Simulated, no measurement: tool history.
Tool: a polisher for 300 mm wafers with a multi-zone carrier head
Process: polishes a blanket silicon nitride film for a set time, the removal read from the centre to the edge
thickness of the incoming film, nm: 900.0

run	hour	flow of slurry (ml/min)	pressure of the head's centre zone	pressure of the head's middle zone	pressure of the head's edge zone	polishing time (s)	film removed at the wafer's centre (Å)	film removed at mid-radius (Å)	film removed at the wafer's edge (Å)
1	0.0	245	1.00	1.00	1.00	88	2897.4	2996.1	3006.3
2	0.7	245	1.00	0.94	1.00	88	2931.7	2890.5	3037.1
3	3.0	285	1.00	0.94	1.00	88	3022.9	2889.7	3075.5
4	8.7	285	1.03	0.94	1.00	88	3085.1	2855.2	3092.8
5	12.3	285	1.04	0.97	1.01	90	3182.1	3060.8	3094.1
6	21.1	285	1.04	0.98	1.02	92	3284.5	3141.1	3211.2
7	27.5	290	1.04	1.00	1.04	93	3252.7	3256.0	3302.6
8	30.7	295	1.05	1.01	1.05	94	3330.3	3223.8	3387.6
9	39.3	300	1.06	1.03	1.05	95	3425.0	3325.6	3372.4
10	43.9	305	1.06	1.05	1.06	96	3437.3	3489.6	3461.4
11	48.7	310	1.07	1.06	1.06	96	3571.4	3437.0	3430.7
12	54.7	315	1.07	1.08	1.07	97	3569.4	3525.7	3499.9

Run 13 comes next. What will it give?
13	55.5	320	1.07	1.09	1.07	97	?	?	?

film removed at the wafer's centre (Å): 3571.0
film removed at mid-radius (Å): 3602.3
film removed at the wafer's edge (Å): 3485.8

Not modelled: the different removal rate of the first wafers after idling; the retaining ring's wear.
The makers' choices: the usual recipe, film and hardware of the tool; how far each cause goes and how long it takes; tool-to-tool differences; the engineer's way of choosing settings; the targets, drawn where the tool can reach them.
